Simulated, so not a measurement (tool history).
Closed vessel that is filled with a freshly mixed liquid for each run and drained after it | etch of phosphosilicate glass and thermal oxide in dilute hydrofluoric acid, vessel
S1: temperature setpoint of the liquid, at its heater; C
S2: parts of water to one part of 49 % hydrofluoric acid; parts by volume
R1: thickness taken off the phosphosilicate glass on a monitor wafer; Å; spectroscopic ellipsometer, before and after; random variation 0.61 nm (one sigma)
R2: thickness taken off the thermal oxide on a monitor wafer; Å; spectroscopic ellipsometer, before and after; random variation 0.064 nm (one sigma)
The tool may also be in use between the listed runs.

run 1 hour=0 | S1=20 S2=65 time_in_the_liquid_(s)=60 | R1=493.1 R2=37.211
run 2 hour=3.7 | S1=20 S2=65 time_in_the_liquid_(s)=80 | R1=651.64 R2=49.912
run 3 hour=8.1 | S1=20 S2=55 time_in_the_liquid_(s)=80 | R1=782.65 R2=59.399
run 4 hour=10.6 | S1=22.5 S2=50 time_in_the_liquid_(s)=80 | R1=972.16 R2=73.199
run 5 hour=17.1 | S1=22.5 S2=50 time_in_the_liquid_(s)=60 | R1=721.13 R2=55.47
-- hour=19.7 thermometer replaced
run 6 hour=19.7 | S1=22.5 S2=50 time_in_the_liquid_(s)=75 | R1=996.18 R2=76.411
run 7 hour=24.8 | S1=24 S2=50 time_in_the_liquid_(s)=75 | R1=1057.1 R2=81.332
run 8 hour=27 | S1=25 S2=50 time_in_the_liquid_(s)=75 | R1=1109.6 R2=83.645
run 9 hour=33.2 | S1=26.5 S2=40 time_in_the_liquid_(s)=75 | R1=1476.1 R2=112.45

Forecast run 10:
run 10 hour=35.9 | S1=26 S2=40 time_in_the_liquid_(s)=75 | R1=? R2=?

{"run 10": {"R1": 1463.7, "R2": 111.32}}
